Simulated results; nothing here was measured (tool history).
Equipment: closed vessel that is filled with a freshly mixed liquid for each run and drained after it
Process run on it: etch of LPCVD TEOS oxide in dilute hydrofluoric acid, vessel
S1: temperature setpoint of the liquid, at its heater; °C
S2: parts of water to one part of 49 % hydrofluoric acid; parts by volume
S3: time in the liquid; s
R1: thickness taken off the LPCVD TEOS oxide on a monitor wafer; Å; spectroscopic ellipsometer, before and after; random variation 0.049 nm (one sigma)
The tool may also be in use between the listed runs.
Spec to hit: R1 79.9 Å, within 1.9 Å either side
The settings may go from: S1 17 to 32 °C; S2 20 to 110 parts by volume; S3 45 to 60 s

Run 1, day 0: S1 24 °C, S2 60 parts by volume, S3 60 s. Result: R1 179.83 Å.
Run 2, day 0.354: S1 22.5 °C, S2 65 parts by volume, S3 60 s. Result: R1 158.15 Å.
Run 3, day 0.662: S1 22.5 °C, S2 65 parts by volume, S3 60 s. Result: R1 156.63 Å.
Run 4, day 0.8: S1 25.5 °C, S2 65 parts by volume, S3 60 s. Result: R1 177.58 Å.
Run 5, day 0.925: S1 23.5 °C, S2 70 parts by volume, S3 60 s. Result: R1 151.71 Å.
Run 6, day 0.983: S1 23.5 °C, S2 90 parts by volume, S3 60 s. Result: R1 113.73 Å.
Run 7, day 1.329: S1 22 °C, S2 90 parts by volume, S3 60 s. Result: R1 108.46 Å.
Run 8, day 1.408: S1 21 °C, S2 90 parts by volume, S3 60 s. Result: R1 104.5 Å.
Run 9, day 1.704: S1 20 °C, S2 90 parts by volume, S3 60 s. Result: R1 99.703 Å.
Run 10, day 1.942: S1 17 °C, S2 95 parts by volume, S3 60 s. Result: R1 82.412 Å.
Run 11, day 2.071: S1 17 °C, S2 95 parts by volume, S3 55 s. Result: R1 76.051 Å.
Run 12, day 2.358: S1 17.5 °C, S2 95 parts by volume, S3 55 s. Result: R1 76.874 Å.

Of the 4 settings listed for the next run, only one would bring every result within its allowed miss of target. Which one?
Run A, day 2.646: S1 17 °C, S2 95 parts by volume, S3 55 s. Result: R1 ?.
Run B, day 2.646: S1 17 °C, S2 90 parts by volume, S3 50 s. Result: R1 ?.
Run C, day 2.646: S1 17.5 °C, S2 90 parts by volume, S3 50 s. Result: R1 ?.
Run D, day 2.646: S1 17.5 °C, S2 85 parts by volume, S3 50 s. Result: R1 ?.

move      R1
   A   75.22
   B  72.543
   C  74.101
   D   78.85
A: lands further from the targets than the last run did
B: lands further from the targets than the last run did
C: lands further from the targets than the last run did
D: every result lands within tolerance
Go with D: it meets all targets.
